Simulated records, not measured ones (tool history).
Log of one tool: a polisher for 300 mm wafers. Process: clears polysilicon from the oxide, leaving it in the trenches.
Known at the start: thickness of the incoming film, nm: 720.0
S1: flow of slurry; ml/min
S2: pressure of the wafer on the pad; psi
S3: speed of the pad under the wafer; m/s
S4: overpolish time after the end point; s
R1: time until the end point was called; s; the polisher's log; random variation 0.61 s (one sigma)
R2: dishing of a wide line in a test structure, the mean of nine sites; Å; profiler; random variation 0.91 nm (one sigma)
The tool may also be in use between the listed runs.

| run | hour | S1 | S2 | S3 | S4 | R1 | R2 |
|---|---|---|---|---|---|---|---|
| 1 | 0 | 140 | 2.5 | 0.76 | 25 | 90.1 | 709.83 |
| 2 | 4.7 | 145 | 2.8 | 0.76 | 22 | 81.054 | 689.58 |
| 3 | 8.9 | 145 | 2.8 | 0.82 | 22 | 75.375 | 701.16 |
| 4 | 14 | 145 | 2.8 | 0.82 | 32 | 75.345 | 722.16 |
| 5 | 16.4 | 145 | 2.8 | 0.96 | 32 | 63.976 | 727.16 |
| 6 | 23.8 | 150 | 2.9 | 0.96 | 31 | 62.315 | 738.47 |
| 7 | 26 | 145 | 3 | 0.96 | 28 | 59.715 | 745.27 |

Forecast run 8:
| 8 | 31.2 | 155 | 3 | 0.96 | 25 | ? | ? |

Run 8 gave R1 58.975 s, R2 723.96 Å.
